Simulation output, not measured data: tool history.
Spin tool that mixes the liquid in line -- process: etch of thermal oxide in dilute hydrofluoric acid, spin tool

run,day,temperature setpoint of the liquid (°C),parts of water to one part of 49 % hydrofluoric acid (parts by volume),time under the liquid (s),thickness taken off the thermal oxide on a monitor wafer (nm)
1,0,25,100,55,2.8095
2,0.117,25,135,55,1.9923
3,0.188,26,130,55,2.1706
4,0.467,27,125,55,2.3607
5,0.533,25.5,125,55,2.1847
6,0.771,26.5,120,55,2.3744

Run 7, settings as shown, results not yet in. Your forecast:
7,0.871,27.5,115,55,?

{"run 7": {"thickness taken off the thermal oxide on a monitor wafer (nm)": 2.6084}}
